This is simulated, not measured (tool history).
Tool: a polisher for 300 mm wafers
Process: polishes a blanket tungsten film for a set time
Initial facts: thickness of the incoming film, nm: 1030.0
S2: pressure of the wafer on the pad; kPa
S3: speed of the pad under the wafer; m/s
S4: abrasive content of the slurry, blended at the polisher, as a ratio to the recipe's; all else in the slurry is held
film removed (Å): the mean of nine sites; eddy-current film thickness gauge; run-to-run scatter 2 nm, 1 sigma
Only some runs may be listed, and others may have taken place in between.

run 1 day=0 | flow_of_slurry_(ml/min)=155 S2=31 S3=0.98 S4=1 polishing_time_(s)=47 | film_removed_(Å)=2676.7
run 2 day=0.283 | flow_of_slurry_(ml/min)=155 S2=31 S3=1.22 S4=1 polishing_time_(s)=47 | film_removed_(Å)=3252.4
run 3 day=0.533 | flow_of_slurry_(ml/min)=195 S2=31 S3=1.22 S4=1 polishing_time_(s)=47 | film_removed_(Å)=3320.6
run 4 day=0.742 | flow_of_slurry_(ml/min)=195 S2=37.2 S3=1.22 S4=1 polishing_time_(s)=47 | film_removed_(Å)=3983.7
run 5 day=0.804 | flow_of_slurry_(ml/min)=195 S2=33.1 S3=1.14 S4=1 polishing_time_(s)=47 | film_removed_(Å)=3429.4
run 6 day=1.017 | flow_of_slurry_(ml/min)=190 S2=29 S3=1.06 S4=1 polishing_time_(s)=47 | film_removed_(Å)=2719.7
run 7 day=1.121 | flow_of_slurry_(ml/min)=190 S2=26.2 S3=1.02 S4=1 polishing_time_(s)=47 | film_removed_(Å)=2452.7
run 8 day=1.208 | flow_of_slurry_(ml/min)=190 S2=24.1 S3=0.98 S4=1 polishing_time_(s)=47 | film_removed_(Å)=2120.4
run 9 day=1.438 | flow_of_slurry_(ml/min)=190 S2=22.1 S3=0.96 S4=1 polishing_time_(s)=47 | film_removed_(Å)=1934.9
run 10 day=1.529 | flow_of_slurry_(ml/min)=190 S2=20.7 S3=0.96 S4=1 polishing_time_(s)=47 | film_removed_(Å)=1831.1
run 11 day=1.721 | flow_of_slurry_(ml/min)=190 S2=19.3 S3=0.96 S4=1 polishing_time_(s)=47 | film_removed_(Å)=1710.1
run 12 day=1.888 | flow_of_slurry_(ml/min)=190 S2=18.6 S3=0.96 S4=1 polishing_time_(s)=47 | film_removed_(Å)=1650.4
run 13 day=2.229 | flow_of_slurry_(ml/min)=185 S2=13.8 S3=0.94 S4=1 polishing_time_(s)=47 | film_removed_(Å)=1185

The next listed run, before its measurement:
run 14 day=2.6 | flow_of_slurry_(ml/min)=190 S2=13.8 S3=0.94 S4=1 polishing_time_(s)=47 | film_removed_(Å)=?

film removed (Å): 1204.4

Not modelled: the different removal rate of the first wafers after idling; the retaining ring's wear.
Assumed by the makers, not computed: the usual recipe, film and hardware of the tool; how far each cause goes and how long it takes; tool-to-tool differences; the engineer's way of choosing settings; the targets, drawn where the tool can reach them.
